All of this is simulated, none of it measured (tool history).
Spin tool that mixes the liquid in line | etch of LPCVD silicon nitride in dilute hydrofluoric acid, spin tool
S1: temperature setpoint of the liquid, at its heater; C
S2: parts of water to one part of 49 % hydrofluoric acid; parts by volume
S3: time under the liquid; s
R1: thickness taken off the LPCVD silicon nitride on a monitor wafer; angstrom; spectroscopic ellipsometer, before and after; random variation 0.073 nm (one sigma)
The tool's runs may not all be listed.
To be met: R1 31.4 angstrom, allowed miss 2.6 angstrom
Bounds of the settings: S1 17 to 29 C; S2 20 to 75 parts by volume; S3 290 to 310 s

run  hour    S1  S2   S3      R1
  1     0    21  45  290  18.737
  2     2  22.5  45  290  21.282
  3   9.2  22.5  60  290  14.624
  4  13.3    24  55  290  19.196
  5  14.9    24  65  290  15.232
  6  17.4    25  60  290  17.995
  7  23.6    26  55  290   21.77
  8  25.8  26.5  55  290   23.38
  9  34.6    27  55  290  23.293
 10  40.9  27.5  55  290   22.96
 11  45.1    28  50  290  26.911

Which of these 5 next moves meets every target?
  A  49.3    29  60  305   ?
  B  49.3    29  65  290   ?
  C  49.3    29  50  310   ?
  D  49.3  27.5  50  290   ?
  E  49.3  28.5  50  290   ?

move      R1
   A   24.73
   B  21.722
   C  30.094
   D  25.504
   E  27.244
A: further off than the last run
B: further off than the last run
C: meets every target
D: further off than the last run
E: nearer than the last run, and not there yet
Answer: C
